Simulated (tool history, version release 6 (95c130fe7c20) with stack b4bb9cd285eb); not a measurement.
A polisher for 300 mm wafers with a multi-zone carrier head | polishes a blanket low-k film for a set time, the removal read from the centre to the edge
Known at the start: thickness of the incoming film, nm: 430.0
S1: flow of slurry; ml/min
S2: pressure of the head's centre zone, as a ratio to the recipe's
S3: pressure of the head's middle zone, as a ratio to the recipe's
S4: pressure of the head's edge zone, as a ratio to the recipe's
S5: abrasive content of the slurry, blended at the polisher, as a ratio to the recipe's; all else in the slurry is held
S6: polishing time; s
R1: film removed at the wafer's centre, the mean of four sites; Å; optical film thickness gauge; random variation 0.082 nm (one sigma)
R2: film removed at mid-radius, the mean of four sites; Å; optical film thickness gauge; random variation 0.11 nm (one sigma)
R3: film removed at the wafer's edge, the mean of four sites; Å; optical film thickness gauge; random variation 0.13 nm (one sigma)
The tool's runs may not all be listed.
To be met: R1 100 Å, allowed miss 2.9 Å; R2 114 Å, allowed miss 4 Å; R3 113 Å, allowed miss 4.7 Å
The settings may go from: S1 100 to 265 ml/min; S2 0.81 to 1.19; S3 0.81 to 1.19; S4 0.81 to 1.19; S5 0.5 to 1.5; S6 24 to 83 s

run,day,S1,S2,S3,S4,S5,S6,R1,R2,R3
1,0,170,1,1,1,1,53,149.11,147.96,140.7
2,0.329,170,1,1,1,1,65,184.93,182.65,175.33
3,0.475,165,0.98,0.99,0.99,0.95,64,171.72,175.43,166.4
4,0.767,165,0.98,0.99,0.99,0.85,64,160.94,159.93,155.88
5,0.958,165,0.98,0.99,0.99,0.95,64,171.7,170.38,164.55
6,1.104,165,0.93,0.99,0.99,0.95,64,161.62,172.09,167.25
7,1.462,160,0.92,0.98,0.98,0.9,64,154.44,165.66,155.43
8,1.717,155,0.91,0.97,0.99,0.85,64,146.43,156.17,154.65
9,1.883,155,0.91,0.97,0.99,0.85,64,148.78,154.7,153.19
10,2.25,150,0.9,0.97,0.99,0.8,64,138.88,149.9,145.87
11,2.621,145,0.89,0.96,0.99,0.75,64,132.6,139.61,138.73
12,2.646,140,0.88,0.96,0.99,0.75,64,127,138.9,139.48
13,2.992,135,0.87,0.95,0.98,0.75,64,125.75,137.6,139.96
14,3.179,135,0.86,0.95,0.97,0.7,64,117.88,133.33,126.94
15,3.221,105,0.81,0.86,0.99,0.6,63,91.698,99.066,109.56
16,3.408,110,0.81,0.87,0.99,0.6,63,92.509,99.8,111.02
17,3.596,115,0.81,0.88,0.99,0.6,63,92.469,103.37,111.39
18,3.862,120,0.81,0.88,0.99,0.6,63,95.197,104.67,110.4
19,4.175,120,0.81,0.89,0.99,0.6,63,94.781,103.93,111.73
20,4.475,120,0.81,0.9,0.99,0.6,63,93.987,105.94,112.99
21,4.808,125,0.81,0.9,0.99,0.6,63,95.562,107.97,114.76
22,4.962,125,0.81,0.9,0.98,0.6,63,95.11,106.34,111.47

Which of these 4 next moves meets every target?
A,5.117,110,0.87,0.99,1.02,0.5,76,?,?,?
B,5.117,150,0.81,0.97,0.91,0.7,57,?,?,?
C,5.117,145,0.88,1.03,0.84,0.5,74,?,?,?
D,5.117,150,0.9,0.93,0.97,0.55,68,?,?,?

move,R1,R2,R3
A,99.682,112.67,111.67
B,101.23,119.99,112.67
C,104.15,119.45,102.94
D,108.7,111.81,112.18
A: meets every target
B: takes the result that was furthest off past its target
C: takes the result that was furthest off past its target
D: brings the result that was furthest off to its target, and leaves another outside
Answer: A

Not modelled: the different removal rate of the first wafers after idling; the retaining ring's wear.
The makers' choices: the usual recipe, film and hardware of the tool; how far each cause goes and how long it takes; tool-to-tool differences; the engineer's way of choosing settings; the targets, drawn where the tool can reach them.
